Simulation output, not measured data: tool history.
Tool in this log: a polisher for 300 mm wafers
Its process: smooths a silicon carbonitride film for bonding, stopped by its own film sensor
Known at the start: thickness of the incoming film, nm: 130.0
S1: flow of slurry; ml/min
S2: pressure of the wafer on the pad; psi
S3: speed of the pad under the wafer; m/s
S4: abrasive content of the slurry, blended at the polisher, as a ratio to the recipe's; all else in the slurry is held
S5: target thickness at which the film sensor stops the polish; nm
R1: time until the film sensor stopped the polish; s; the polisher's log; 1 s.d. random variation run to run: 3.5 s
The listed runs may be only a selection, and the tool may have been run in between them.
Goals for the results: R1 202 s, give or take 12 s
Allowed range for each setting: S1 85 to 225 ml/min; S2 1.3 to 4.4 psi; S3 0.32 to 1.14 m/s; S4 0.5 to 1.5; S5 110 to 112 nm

| run | day | S1 | S2 | S3 | S4 | S5 | R1 |
|---|---|---|---|---|---|---|---|
| 1 | 0 | 145 | 2.8 | 0.72 | 1 | 110 | 83.237 |
| 2 | 0.296 | 145 | 2.8 | 0.72 | 1.2 | 110 | 74.257 |
| 3 | 0.354 | 145 | 2.3 | 0.6 | 1.15 | 110 | 106.82 |
| 4 | 0.717 | 145 | 2.3 | 0.68 | 1.15 | 110 | 96.574 |
| 5 | 1.025 | 145 | 2.3 | 0.68 | 1.15 | 110 | 95.69 |
| 6 | 1.4 | 145 | 2 | 0.58 | 1.1 | 110 | 129.8 |
| 7 | 1.454 | 140 | 1.3 | 0.46 | 1.05 | 110 | 233.43 |
| 8 | 1.55 | 145 | 1.4 | 0.46 | 1.05 | 110 | 220.36 |

Below are 5 possible settings for the next run. Only one of them brings all results inside the allowed miss of their targets. Which is it?
| A | 1.646 | 140 | 1.6 | 0.48 | 1.05 | 112 | ? |
| B | 1.646 | 105 | 1.3 | 0.68 | 1.2 | 110 | ? |
| C | 1.646 | 160 | 1.4 | 0.48 | 1.1 | 110 | ? |
| D | 1.646 | 135 | 1.4 | 0.58 | 1.15 | 111 | ? |
| E | 1.646 | 180 | 1.6 | 0.44 | 1.1 | 111 | ? |

| move | R1 |
|---|---|
| A | 170.36 |
| B | 171.48 |
| C | 204.68 |
| D | 168.3 |
| E | 181.53 |
A: the result that was furthest off in the last run now lies on the other side of its target
B: the result that was furthest off in the last run now lies on the other side of its target
C: hits every target within its allowed miss
D: the result that was furthest off in the last run now lies on the other side of its target
E: the result that was furthest off in the last run now lies on the other side of its target
Answer: C
